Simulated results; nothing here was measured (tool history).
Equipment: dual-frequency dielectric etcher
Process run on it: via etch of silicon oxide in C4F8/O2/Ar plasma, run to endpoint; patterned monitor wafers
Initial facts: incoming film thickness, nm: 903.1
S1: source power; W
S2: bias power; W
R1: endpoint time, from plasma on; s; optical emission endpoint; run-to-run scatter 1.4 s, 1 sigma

| run | day | S1 | S2 | R1 |
|---|---|---|---|---|
| 1 | 0.000 | 1740 | 1732 | 200.32 |
| 2 | 0.092 | 1780 | 1746 | 197.63 |
| 3 | 0.138 | 1670 | 1746 | 201.64 |
| 4 | 0.192 | 1470 | 1746 | 213.84 |
| 5 | 0.283 | 1470 | 1581 | 222.30 |
| 6 | 0.633 | 1470 | 1416 | 235.16 |
| 7 | 0.671 | 1550 | 1441 | 229.63 |
| 8 | 0.821 | 1620 | 1467 | 222.98 |

Run 9, settings as shown, results not yet in. Your forecast:
| 9 | 0.979 | 1690 | 1487 | ? |

R1: 220.33 s
